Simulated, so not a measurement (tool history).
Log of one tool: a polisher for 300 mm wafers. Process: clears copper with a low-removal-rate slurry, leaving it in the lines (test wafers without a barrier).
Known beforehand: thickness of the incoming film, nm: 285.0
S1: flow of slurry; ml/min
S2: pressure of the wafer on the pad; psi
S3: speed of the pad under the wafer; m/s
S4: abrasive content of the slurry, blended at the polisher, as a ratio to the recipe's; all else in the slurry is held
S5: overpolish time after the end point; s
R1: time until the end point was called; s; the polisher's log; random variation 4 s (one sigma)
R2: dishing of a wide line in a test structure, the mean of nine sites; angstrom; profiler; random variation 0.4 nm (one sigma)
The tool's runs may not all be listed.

run,day,S1,S2,S3,S4,S5,R1,R2
1,0,280,2.7,0.94,1,26,140.68,359.52
2,0.296,225,2.7,0.94,1,26,142.76,352.02
3,0.504,225,2.7,0.94,1,30,141.83,391.25
4,0.729,225,2.5,0.94,1,30,154.07,373.24
5,0.883,225,2.4,0.94,1,29,158.4,358.26
6,1.033,260,2.4,0.94,1,29,158.3,356.85
7,1.317,260,2.3,0.94,1,29,165.37,336.01
8,1.571,260,2.2,0.94,1,29,170,334.96

Predict the results of run 9:
9,1.821,260,1.7,0.92,1,27,?,?

R1: 229.34 s
R2: 245.62 angstrom
